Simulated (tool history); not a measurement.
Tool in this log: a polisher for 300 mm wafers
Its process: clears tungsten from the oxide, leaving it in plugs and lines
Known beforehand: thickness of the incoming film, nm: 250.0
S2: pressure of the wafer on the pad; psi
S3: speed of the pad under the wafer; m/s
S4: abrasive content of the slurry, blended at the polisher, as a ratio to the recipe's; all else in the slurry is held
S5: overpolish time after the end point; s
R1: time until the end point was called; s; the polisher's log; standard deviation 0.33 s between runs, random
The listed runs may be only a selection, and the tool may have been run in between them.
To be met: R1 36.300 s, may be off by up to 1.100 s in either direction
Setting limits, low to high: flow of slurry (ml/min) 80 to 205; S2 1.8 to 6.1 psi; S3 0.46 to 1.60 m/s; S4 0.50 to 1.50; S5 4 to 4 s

{"run": 1, "day": 0.0, "flow of slurry (ml/min)": 135, "S2": 3.9, "S3": 1.02, "S4": 1.0, "S5": 4, "R1": 49.486}
{"run": 2, "day": 0.146, "flow of slurry (ml/min)": 135, "S2": 4.9, "S3": 1.02, "S4": 1.0, "S5": 4, "R1": 38.762}
{"run": 3, "day": 0.225, "flow of slurry (ml/min)": 135, "S2": 4.9, "S3": 0.84, "S4": 1.0, "S5": 4, "R1": 46.485}
{"run": 4, "day": 0.358, "flow of slurry (ml/min)": 135, "S2": 5.3, "S3": 0.84, "S4": 1.0, "S5": 4, "R1": 42.162}
{"run": 5, "day": 0.658, "flow of slurry (ml/min)": 135, "S2": 5.8, "S3": 0.84, "S4": 1.0, "S5": 4, "R1": 39.513}
{"run": 6, "day": 0.871, "flow of slurry (ml/min)": 135, "S2": 5.8, "S3": 0.84, "S4": 1.0, "S5": 4, "R1": 39.396}
{"run": 7, "day": 1.154, "flow of slurry (ml/min)": 140, "S2": 5.8, "S3": 0.84, "S4": 1.0, "S5": 4, "R1": 38.56}
{"run": 8, "day": 1.479, "flow of slurry (ml/min)": 145, "S2": 5.8, "S3": 0.84, "S4": 1.0, "S5": 4, "R1": 38.787}
{"run": 9, "day": 1.612, "flow of slurry (ml/min)": 145, "S2": 5.9, "S3": 0.84, "S4": 1.0, "S5": 4, "R1": 37.962}

Exactly one of the 5 candidate moves below puts every result within its allowed miss. Which one?
{"run": "A", "day": 1.746, "flow of slurry (ml/min)": 110, "S2": 5.7, "S3": 0.94, "S4": 0.9, "S5": 4, "R1": "?"}
{"run": "B", "day": 1.746, "flow of slurry (ml/min)": 160, "S2": 6.0, "S3": 0.86, "S4": 0.7, "S5": 4, "R1": "?"}
{"run": "C", "day": 1.746, "flow of slurry (ml/min)": 140, "S2": 5.2, "S3": 0.92, "S4": 1.15, "S5": 4, "R1": "?"}
{"run": "D", "day": 1.746, "flow of slurry (ml/min)": 95, "S2": 5.1, "S3": 1.14, "S4": 1.15, "S5": 4, "R1": "?"}
{"run": "E", "day": 1.746, "flow of slurry (ml/min)": 140, "S2": 5.6, "S3": 0.8, "S4": 1.0, "S5": 4, "R1": "?"}

move=A R1=38.648
move=B R1=38.210
move=C R1=39.388
move=D R1=36.619
move=E R1=41.773
A: misses by more than the last run did
B: misses by more than the last run did
C: misses by more than the last run did
D: every result within its allowed miss
E: misses by more than the last run did
The move that meets every target is D.

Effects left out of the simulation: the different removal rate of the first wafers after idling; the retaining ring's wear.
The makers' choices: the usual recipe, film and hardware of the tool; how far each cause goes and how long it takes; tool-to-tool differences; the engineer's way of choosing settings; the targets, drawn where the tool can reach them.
